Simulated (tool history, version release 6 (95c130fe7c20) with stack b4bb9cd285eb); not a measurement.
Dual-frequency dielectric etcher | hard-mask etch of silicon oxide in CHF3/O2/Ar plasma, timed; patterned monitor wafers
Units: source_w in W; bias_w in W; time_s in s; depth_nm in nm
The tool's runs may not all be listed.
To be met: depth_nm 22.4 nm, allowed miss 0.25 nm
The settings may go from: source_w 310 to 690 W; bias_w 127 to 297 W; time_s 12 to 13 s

run,hour,source_w,bias_w,time_s,depth_nm
1,0,500,212,13,25.083
2,2.7,550,212,13,25.979
3,10.5,630,212,13,27.335
4,12.5,540,209,13,25.78
5,14.6,540,209,12,23.683
6,21.1,540,239,12,24.572
7,24,500,236,12,23.8
8,28.7,470,234,12,23.351
9,32.2,450,233,12,22.922
10,38.7,440,232,12,22.833

4 next moves are on the table. One of them brings every result within its allowed miss. Which?
A,45.2,390,225,12,?
B,45.2,420,229,12,?
C,45.2,350,235,13,?
D,45.2,380,232,12,?

move,depth_nm
A,21.7
B,22.329
C,22.953
D,21.683
A: takes the result that was furthest off past its target
B: meets every target
C: further off than the last run
D: takes the result that was furthest off past its target
The right move is B.

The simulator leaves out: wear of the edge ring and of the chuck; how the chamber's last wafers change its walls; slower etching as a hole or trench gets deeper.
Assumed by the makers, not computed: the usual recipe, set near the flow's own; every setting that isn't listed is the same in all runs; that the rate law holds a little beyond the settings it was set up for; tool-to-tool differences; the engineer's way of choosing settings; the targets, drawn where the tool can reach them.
